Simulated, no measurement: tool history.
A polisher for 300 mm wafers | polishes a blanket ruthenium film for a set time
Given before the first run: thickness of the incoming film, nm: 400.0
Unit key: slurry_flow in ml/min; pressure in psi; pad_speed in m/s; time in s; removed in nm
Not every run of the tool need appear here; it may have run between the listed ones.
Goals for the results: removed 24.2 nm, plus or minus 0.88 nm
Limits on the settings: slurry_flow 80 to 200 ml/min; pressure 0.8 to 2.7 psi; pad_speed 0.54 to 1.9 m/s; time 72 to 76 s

| run | day | slurry_flow | pressure | pad_speed | time | removed |
|---|---|---|---|---|---|---|
| 1 | 0 | 130 | 1.7 | 1.22 | 72 | 68.385 |
| 2 | 0.175 | 125 | 1.5 | 1.12 | 72 | 55.751 |
| 3 | 0.379 | 125 | 1.9 | 1.12 | 72 | 70.939 |
| 4 | 0.533 | 120 | 1.7 | 1.04 | 72 | 58.121 |
| 5 | 0.583 | 115 | 1.5 | 0.98 | 72 | 49.008 |
| 6 | 0.625 | 100 | 1.5 | 0.98 | 72 | 47.212 |
|  | 0.95 | head pressure recalibrated |
| 7 | 0.95 | 85 | 1 | 0.66 | 72 | 22.68 |
| 8 | 1.321 | 90 | 1 | 0.66 | 72 | 21.93 |

5 next moves are on the table. One of them brings every result within its allowed miss. Which?
| A | 1.692 | 100 | 0.8 | 0.78 | 72 | ? |
| B | 1.692 | 80 | 0.8 | 0.68 | 74 | ? |
| C | 1.692 | 90 | 1 | 0.68 | 76 | ? |
| D | 1.692 | 85 | 0.9 | 0.6 | 73 | ? |
| E | 1.692 | 80 | 1 | 0.68 | 72 | ? |

| move | removed |
|---|---|
| A | 21.957 |
| B | 18.52 |
| C | 24.376 |
| D | 18.499 |
| E | 22.247 |
A: roughly where the last run was
B: further off than the last run
C: each result inside its tolerance
D: further off than the last run
E: better than the last run, though not everything is in spec
Move C is the one to make.
